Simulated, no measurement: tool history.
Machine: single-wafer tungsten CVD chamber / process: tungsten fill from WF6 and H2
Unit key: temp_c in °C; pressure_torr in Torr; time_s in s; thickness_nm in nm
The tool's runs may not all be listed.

Run 1, day 0: temp_c 400 °C, pressure_torr 47.4 Torr, time_s 9.7 s. Result: thickness_nm 30.987 nm.
Run 2, day 0.183: temp_c 402 °C, pressure_torr 47.5 Torr, time_s 9.7 s. Result: thickness_nm 31.721 nm.
Run 3, day 0.208: temp_c 402 °C, pressure_torr 47.5 Torr, time_s 9.7 s. Result: thickness_nm 31.814 nm.
Run 4, day 0.45: temp_c 403 °C, pressure_torr 47.6 Torr, time_s 9.7 s. Result: thickness_nm 32.488 nm.
Run 5, day 0.504: temp_c 404 °C, pressure_torr 47.7 Torr, time_s 9.7 s. Result: thickness_nm 33.563 nm.
Run 6, day 0.567: temp_c 405 °C, pressure_torr 47.7 Torr, time_s 9.7 s. Result: thickness_nm 33.736 nm.
Run 7, day 0.596: temp_c 406 °C, pressure_torr 47.8 Torr, time_s 9.7 s. Result: thickness_nm 34.608 nm.
Run 8, day 0.721: temp_c 407 °C, pressure_torr 47.8 Torr, time_s 9.7 s. Result: thickness_nm 34.931 nm.

What does the tool deliver on the next run?
Run 9, day 0.854: temp_c 407 °C, pressure_torr 47.8 Torr, time_s 9.7 s. Result: thickness_nm ?.

thickness_nm: 34.879 nm
